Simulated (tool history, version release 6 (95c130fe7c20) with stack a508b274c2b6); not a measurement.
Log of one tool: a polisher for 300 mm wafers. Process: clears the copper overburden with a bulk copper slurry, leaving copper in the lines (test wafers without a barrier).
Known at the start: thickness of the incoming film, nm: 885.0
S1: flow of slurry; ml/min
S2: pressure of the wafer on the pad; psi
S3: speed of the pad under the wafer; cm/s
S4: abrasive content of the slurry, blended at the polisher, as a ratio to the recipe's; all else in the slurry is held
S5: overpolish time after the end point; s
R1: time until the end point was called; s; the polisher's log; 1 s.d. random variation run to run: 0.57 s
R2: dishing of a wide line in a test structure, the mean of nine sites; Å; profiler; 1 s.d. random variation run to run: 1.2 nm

| run | hour | S1 | S2 | S3 | S4 | S5 | R1 | R2 |
|---|---|---|---|---|---|---|---|---|
| 1 | 0.0 | 260 | 2.9 | 128 | 1.00 | 9 | 77.325 | 477.83 |
| 2 | 8.7 | 260 | 2.9 | 128 | 0.85 | 9 | 81.474 | 474.50 |
| 3 | 13.7 | 290 | 2.9 | 128 | 0.85 | 9 | 79.972 | 479.31 |
| 4 | 19.4 | 290 | 3.1 | 128 | 0.85 | 9 | 75.381 | 489.63 |
| 5 | 24.7 | 245 | 3.1 | 128 | 0.85 | 9 | 75.426 | 503.10 |
| 6 | 28.7 | 245 | 3.3 | 128 | 0.85 | 9 | 72.557 | 509.59 |
| 7 | 29.7 | 245 | 3.4 | 130 | 0.85 | 9 | 69.476 | 550.66 |

Run 8 is up next; what results do you expect?
| 8 | 34.5 | 250 | 4.2 | 142 | 0.85 | 5 | ? | ? |

R1: 51.471 s
R2: 442.79 Å
